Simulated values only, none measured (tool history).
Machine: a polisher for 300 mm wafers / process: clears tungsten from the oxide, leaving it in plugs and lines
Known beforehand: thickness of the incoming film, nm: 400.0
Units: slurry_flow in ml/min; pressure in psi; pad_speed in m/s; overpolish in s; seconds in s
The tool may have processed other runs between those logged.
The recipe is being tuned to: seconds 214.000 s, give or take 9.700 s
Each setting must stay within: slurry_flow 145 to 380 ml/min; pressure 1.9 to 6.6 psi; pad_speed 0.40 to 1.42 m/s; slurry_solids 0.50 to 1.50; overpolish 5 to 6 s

run 1 day=0.000 | slurry_flow=245 pressure=4.2 pad_speed=0.90 slurry_solids=1.00 overpolish=6 | seconds=99.231
run 2 day=0.246 | slurry_flow=245 pressure=3.6 pad_speed=0.84 slurry_solids=1.00 overpolish=6 | seconds=115.460
run 3 day=0.342 | slurry_flow=245 pressure=3.6 pad_speed=0.84 slurry_solids=1.00 overpolish=6 | seconds=114.580
run 4 day=0.679 | slurry_flow=245 pressure=3.2 pad_speed=0.76 slurry_solids=1.00 overpolish=6 | seconds=132.910
run 5 day=0.975 | slurry_flow=245 pressure=3.2 pad_speed=0.76 slurry_solids=1.00 overpolish=5 | seconds=133.450
run 6 day=1.062 | slurry_flow=245 pressure=2.9 pad_speed=0.70 slurry_solids=1.00 overpolish=5 | seconds=151.830
run 7 day=1.421 | slurry_flow=245 pressure=2.6 pad_speed=0.66 slurry_solids=1.00 overpolish=5 | seconds=163.760
run 8 day=1.542 | slurry_flow=245 pressure=2.4 pad_speed=0.62 slurry_solids=1.00 overpolish=5 | seconds=181.240
run 9 day=1.854 | slurry_flow=245 pressure=2.3 pad_speed=0.60 slurry_solids=1.00 overpolish=5 | seconds=188.240
run 10 day=2.121 | slurry_flow=245 pressure=2.2 pad_speed=0.58 slurry_solids=1.00 overpolish=5 | seconds=193.530
run 11 day=2.325 | slurry_flow=245 pressure=1.9 pad_speed=0.54 slurry_solids=1.00 overpolish=5 | seconds=226.070

Consider the 4 candidate settings below. Which is the only one whose results all fall within their allowed miss of target?
run A day=2.529 | slurry_flow=225 pressure=3.1 pad_speed=0.42 slurry_solids=1.10 overpolish=6 | seconds=?
run B day=2.529 | slurry_flow=220 pressure=2.0 pad_speed=0.52 slurry_solids=0.90 overpolish=6 | seconds=?
run C day=2.529 | slurry_flow=285 pressure=2.8 pad_speed=0.58 slurry_solids=0.85 overpolish=5 | seconds=?
run D day=2.529 | slurry_flow=245 pressure=2.1 pad_speed=0.44 slurry_solids=1.10 overpolish=6 | seconds=?

move=A seconds=212.930
move=B seconds=237.030
move=C seconds=184.000
move=D seconds=244.850
A: all results in spec
B: misses by more than the last run did
C: carries the result that was furthest off beyond its target, to the other side
D: misses by more than the last run did
Correct choice: A, which meets every target
